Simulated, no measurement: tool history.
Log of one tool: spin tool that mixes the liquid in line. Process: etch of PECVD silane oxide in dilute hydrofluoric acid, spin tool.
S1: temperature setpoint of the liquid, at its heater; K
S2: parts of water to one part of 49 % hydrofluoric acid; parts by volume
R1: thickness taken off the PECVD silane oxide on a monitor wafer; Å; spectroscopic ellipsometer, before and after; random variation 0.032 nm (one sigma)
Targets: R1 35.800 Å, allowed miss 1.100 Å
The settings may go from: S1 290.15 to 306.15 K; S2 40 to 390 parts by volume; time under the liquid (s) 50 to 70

run 1 day=0.000 | S1=298.15 S2=215 time_under_the_liquid_(s)=70 | R1=46.532
run 2 day=0.054 | S1=296.65 S2=215 time_under_the_liquid_(s)=70 | R1=43.553
run 3 day=0.092 | S1=295.65 S2=215 time_under_the_liquid_(s)=70 | R1=42.115
run 4 day=0.146 | S1=298.15 S2=215 time_under_the_liquid_(s)=70 | R1=45.331
run 5 day=0.300 | S1=296.65 S2=215 time_under_the_liquid_(s)=70 | R1=43.683
run 6 day=0.600 | S1=296.65 S2=185 time_under_the_liquid_(s)=70 | R1=52.693
run 7 day=0.946 | S1=295.15 S2=190 time_under_the_liquid_(s)=70 | R1=47.609
run 8 day=1.154 | S1=294.15 S2=195 time_under_the_liquid_(s)=70 | R1=44.183

4 next moves are on the table. One of them brings every result within its allowed miss. Which?
run A day=1.362 | S1=296.65 S2=185 time_under_the_liquid_(s)=50 | R1=?
run B day=1.362 | S1=294.15 S2=165 time_under_the_liquid_(s)=50 | R1=?
run C day=1.362 | S1=292.15 S2=165 time_under_the_liquid_(s)=50 | R1=?
run D day=1.362 | S1=290.15 S2=140 time_under_the_liquid_(s)=70 | R1=?

move=A R1=37.747
move=B R1=39.287
move=C R1=36.307
move=D R1=56.627
A: nearer than the last run, and not there yet
B: nearer than the last run, and not there yet
C: meets every target
D: further off than the last run
The right move is C.
